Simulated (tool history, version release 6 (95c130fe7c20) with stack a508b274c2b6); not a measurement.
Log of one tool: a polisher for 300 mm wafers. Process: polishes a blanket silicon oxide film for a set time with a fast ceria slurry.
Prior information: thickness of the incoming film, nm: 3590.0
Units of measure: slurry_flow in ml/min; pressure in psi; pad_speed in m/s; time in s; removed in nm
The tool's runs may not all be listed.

{"run": 1, "hour": 0.0, "slurry_flow": 130, "pressure": 2.4, "pad_speed": 1.2, "time": 33, "removed": 500.05}
{"run": 2, "hour": 1.0, "slurry_flow": 130, "pressure": 2.9, "pad_speed": 1.2, "time": 33, "removed": 597.61}
{"run": 3, "hour": 7.1, "slurry_flow": 125, "pressure": 2.6, "pad_speed": 1.2, "time": 33, "removed": 539.25}
{"run": 4, "hour": 15.3, "slurry_flow": 105, "pressure": 2.6, "pad_speed": 1.2, "time": 33, "removed": 522.0}
{"run": 5, "hour": 21.1, "slurry_flow": 115, "pressure": 2.6, "pad_speed": 1.2, "time": 33, "removed": 537.79}
{"run": 6, "hour": 25.1, "slurry_flow": 140, "pressure": 2.6, "pad_speed": 1.2, "time": 33, "removed": 549.84}
{"run": 7, "hour": 29.3, "slurry_flow": 135, "pressure": 2.4, "pad_speed": 1.2, "time": 33, "removed": 506.47}
{"run": 8, "hour": 35.6, "slurry_flow": 130, "pressure": 2.2, "pad_speed": 1.2, "time": 33, "removed": 461.42}

Estimate the outcome of run 9 from the log above:
{"run": 9, "hour": 38.4, "slurry_flow": 125, "pressure": 2.1, "pad_speed": 1.2, "time": 33, "removed": "?"}

removed: 438.22 nm
